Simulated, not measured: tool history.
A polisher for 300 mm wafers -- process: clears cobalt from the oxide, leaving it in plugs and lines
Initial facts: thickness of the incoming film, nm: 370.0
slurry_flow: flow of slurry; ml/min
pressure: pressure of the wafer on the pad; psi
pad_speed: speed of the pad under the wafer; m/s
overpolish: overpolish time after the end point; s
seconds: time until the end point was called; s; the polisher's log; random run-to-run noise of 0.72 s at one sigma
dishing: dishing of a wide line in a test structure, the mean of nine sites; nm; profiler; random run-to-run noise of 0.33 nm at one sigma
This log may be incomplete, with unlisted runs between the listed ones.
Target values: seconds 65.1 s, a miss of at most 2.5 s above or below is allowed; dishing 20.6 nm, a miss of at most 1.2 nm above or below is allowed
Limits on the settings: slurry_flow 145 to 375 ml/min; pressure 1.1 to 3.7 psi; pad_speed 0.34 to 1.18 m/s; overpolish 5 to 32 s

run 1 day=0 | slurry_flow=240 pressure=2.4 pad_speed=0.76 overpolish=16 | seconds=82.345 dishing=36.352
run 2 day=0.192 | slurry_flow=235 pressure=2.5 pad_speed=0.76 overpolish=13 | seconds=81.038 dishing=33.098
run 3 day=0.542 | slurry_flow=215 pressure=2.8 pad_speed=0.72 overpolish=11 | seconds=76.84 dishing=30.068
run 4 day=0.729 | slurry_flow=200 pressure=3 pad_speed=0.7 overpolish=10 | seconds=73.67 dishing=30.223
run 5 day=0.796 | slurry_flow=255 pressure=3 pad_speed=0.7 overpolish=10 | seconds=72.567 dishing=30.779
run 6 day=1.083 | slurry_flow=230 pressure=3.2 pad_speed=0.68 overpolish=9 | seconds=70.572 dishing=28.104
-- day=1.188 head pressure recalibrated
run 7 day=1.188 | slurry_flow=210 pressure=3.3 pad_speed=0.66 overpolish=8 | seconds=63.281 dishing=28.937
run 8 day=1.283 | slurry_flow=280 pressure=3.3 pad_speed=0.84 overpolish=5 | seconds=47.6 dishing=25.223

Exactly one of the 5 candidate moves below puts every result within its allowed miss. Which one?
run A day=1.379 | slurry_flow=240 pressure=3.2 pad_speed=0.78 overpolish=9 | seconds=? dishing=?
run B day=1.379 | slurry_flow=295 pressure=3.5 pad_speed=0.92 overpolish=5 | seconds=? dishing=?
run C day=1.379 | slurry_flow=325 pressure=3.2 pad_speed=0.62 overpolish=11 | seconds=? dishing=?
run D day=1.379 | slurry_flow=295 pressure=3.1 pad_speed=0.64 overpolish=12 | seconds=? dishing=?
run E day=1.379 | slurry_flow=295 pressure=2.9 pad_speed=0.7 overpolish=5 | seconds=? dishing=?

move=A seconds=54.397 dishing=32.386
move=B seconds=41.532 dishing=27.178
move=C seconds=65.904 dishing=32.578
move=D seconds=66.502 dishing=33.801
move=E seconds=65.088 dishing=20.153
A: moves away from the targets compared with the last run
B: moves away from the targets compared with the last run
C: brings the last run's worst result on target, with another outside its allowed miss
D: brings the last run's worst result on target, with another outside its allowed miss
E: all results in spec
Go with E: it meets all targets.

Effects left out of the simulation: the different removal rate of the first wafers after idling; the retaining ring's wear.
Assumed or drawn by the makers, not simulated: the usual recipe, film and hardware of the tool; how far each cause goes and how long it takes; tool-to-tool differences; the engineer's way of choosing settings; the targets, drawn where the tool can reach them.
